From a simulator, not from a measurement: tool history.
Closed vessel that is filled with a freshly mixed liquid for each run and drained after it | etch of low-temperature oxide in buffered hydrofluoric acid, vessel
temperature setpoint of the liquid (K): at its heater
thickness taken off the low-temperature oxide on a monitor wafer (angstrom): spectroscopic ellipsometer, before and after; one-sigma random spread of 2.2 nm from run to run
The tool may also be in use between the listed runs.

| run | hour | temperature setpoint of the liquid (K) | parts of 40 % ammonium fluoride to one part of 49 % hydrofluoric acid (parts by volume) | time in the liquid (s) | thickness taken off the low-temperature oxide on a monitor wafer (angstrom) |
|---|---|---|---|---|---|
| 1 | 0 | 295.15 | 19 | 100 | 2215.5 |
| 2 | 3.3 | 295.65 | 19 | 100 | 2313 |
| 3 | 11.7 | 296.15 | 19 | 100 | 2392.5 |
| 4 | 15 | 293.15 | 19 | 100 | 2027.3 |
| 5 | 23.7 | 293.65 | 19 | 100 | 2087.8 |
| 6 | 27.5 | 293.65 | 19 | 110 | 2268.7 |
| 7 | 31.2 | 294.15 | 19 | 110 | 2342.3 |
| 8 | 33.8 | 294.15 | 19 | 110 | 2331.6 |
| 9 | 34.5 | 294.65 | 19 | 110 | 2394.8 |

What will run 10 give?
| 10 | 43 | 295.15 | 19 | 110 | ? |

Run 10 produced thickness taken off the low-temperature oxide on a monitor wafer (angstrom) 2464.1.

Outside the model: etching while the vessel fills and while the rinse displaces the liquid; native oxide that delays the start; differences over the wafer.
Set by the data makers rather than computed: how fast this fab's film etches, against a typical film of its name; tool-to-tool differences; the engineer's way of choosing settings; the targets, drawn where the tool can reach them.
